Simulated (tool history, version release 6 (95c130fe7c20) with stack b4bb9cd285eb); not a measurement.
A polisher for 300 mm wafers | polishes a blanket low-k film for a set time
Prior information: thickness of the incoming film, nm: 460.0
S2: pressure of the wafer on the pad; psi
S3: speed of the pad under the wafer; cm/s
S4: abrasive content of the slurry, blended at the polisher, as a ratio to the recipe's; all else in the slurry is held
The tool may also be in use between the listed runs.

Run 1, day 0: flow of slurry (ml/min) 170, S2 1.7 psi, S3 114 cm/s, S4 1, polishing time (s) 48. Result: film removed (nm) 17.49.
Run 2, day 0.312: flow of slurry (ml/min) 170, S2 2 psi, S3 114 cm/s, S4 1, polishing time (s) 48. Result: film removed (nm) 20.469.
Run 3, day 0.558: flow of slurry (ml/min) 170, S2 2 psi, S3 114 cm/s, S4 1.1, polishing time (s) 48. Result: film removed (nm) 21.665.
Run 4, day 0.592: flow of slurry (ml/min) 170, S2 1.7 psi, S3 112 cm/s, S4 1.1, polishing time (s) 48. Result: film removed (nm) 18.048.
Run 5, day 0.754: flow of slurry (ml/min) 170, S2 1.5 psi, S3 110 cm/s, S4 1.1, polishing time (s) 48. Result: film removed (nm) 15.711.
Run 6, day 0.95: flow of slurry (ml/min) 170, S2 1.5 psi, S3 92 cm/s, S4 1.1, polishing time (s) 48. Result: film removed (nm) 13.962.
Run 7, day 1.175: flow of slurry (ml/min) 170, S2 1.4 psi, S3 92 cm/s, S4 1.1, polishing time (s) 48. Result: film removed (nm) 13.058.

What does the tool deliver on the next run?
Run 8, day 1.346: flow of slurry (ml/min) 170, S2 1.3 psi, S3 92 cm/s, S4 1.1, polishing time (s) 48. Result: film removed (nm) ?.

Run 8 yielded film removed (nm) 12.305.

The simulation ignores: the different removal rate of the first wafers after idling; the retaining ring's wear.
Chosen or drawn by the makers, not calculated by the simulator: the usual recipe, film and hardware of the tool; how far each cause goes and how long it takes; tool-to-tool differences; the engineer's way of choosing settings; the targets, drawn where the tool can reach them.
